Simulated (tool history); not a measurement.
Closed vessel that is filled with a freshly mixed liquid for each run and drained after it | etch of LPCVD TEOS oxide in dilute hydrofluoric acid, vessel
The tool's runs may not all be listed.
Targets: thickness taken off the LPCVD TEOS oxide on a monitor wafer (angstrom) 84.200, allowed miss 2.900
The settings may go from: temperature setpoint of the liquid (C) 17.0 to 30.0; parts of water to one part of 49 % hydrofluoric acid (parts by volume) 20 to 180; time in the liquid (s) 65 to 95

| run | hour | temperature setpoint of the liquid (C) | parts of water to one part of 49 % hydrofluoric acid (parts by volume) | time in the liquid (s) | thickness taken off the LPCVD TEOS oxide on a monitor wafer (angstrom) |
|---|---|---|---|---|---|
| 1 | 0.0 | 22.0 | 100 | 95 | 177.140 |
| 2 | 8.8 | 22.0 | 100 | 65 | 119.610 |
| 3 | 11.2 | 22.0 | 100 | 95 | 172.340 |
| 4 | 15.8 | 21.5 | 110 | 95 | 152.440 |
| 5 | 21.8 | 21.5 | 75 | 95 | 234.990 |
| 6 | 28.5 | 21.5 | 110 | 95 | 153.020 |
| 7 | 31.8 | 21.5 | 120 | 95 | 139.250 |
| 8 | 39.4 | 21.5 | 130 | 95 | 125.940 |
| 9 | 41.8 | 21.5 | 135 | 95 | 122.510 |

Which of these 4 next moves meets every target?
| A | 44.2 | 21.5 | 150 | 80 | ? |
| B | 44.2 | 17.0 | 135 | 80 | ? |
| C | 44.2 | 20.5 | 105 | 90 | ? |
| D | 44.2 | 20.5 | 135 | 65 | ? |

| move | thickness taken off the LPCVD TEOS oxide on a monitor wafer (angstrom) |
|---|---|
| A | 90.525 |
| B | 85.220 |
| C | 146.870 |
| D | 79.830 |
A: nearer than the last run, and not there yet
B: meets every target
C: further off than the last run
D: takes the result that was furthest off past its target
Answer: B

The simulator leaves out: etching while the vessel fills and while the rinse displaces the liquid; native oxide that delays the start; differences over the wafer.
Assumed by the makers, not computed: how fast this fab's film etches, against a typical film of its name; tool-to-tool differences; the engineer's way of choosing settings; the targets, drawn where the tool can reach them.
